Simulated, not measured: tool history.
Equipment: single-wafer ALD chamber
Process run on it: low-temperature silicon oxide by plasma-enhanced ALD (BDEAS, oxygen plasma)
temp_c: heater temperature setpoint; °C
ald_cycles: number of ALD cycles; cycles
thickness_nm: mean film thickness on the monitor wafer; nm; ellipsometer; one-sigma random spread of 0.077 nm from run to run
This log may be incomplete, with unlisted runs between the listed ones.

run	day	temp_c	ald_cycles	thickness_nm
1	0.000	90	61	9.4345
2	0.217	88	64	9.9711
3	0.442	88	70	11.0770
4	0.746	86	71	11.2950
5	0.812	85	72	11.3680
6	0.958	85	64	10.1990
7	1.050	83	66	10.4970
8	1.392	82	68	10.8460
9	1.575	82	68	10.7900
10	1.942	82	70	11.2620

Predict the results of run 11:
11	2.092	81	71	?

Run 11 came out at thickness_nm 11.4930 nm.
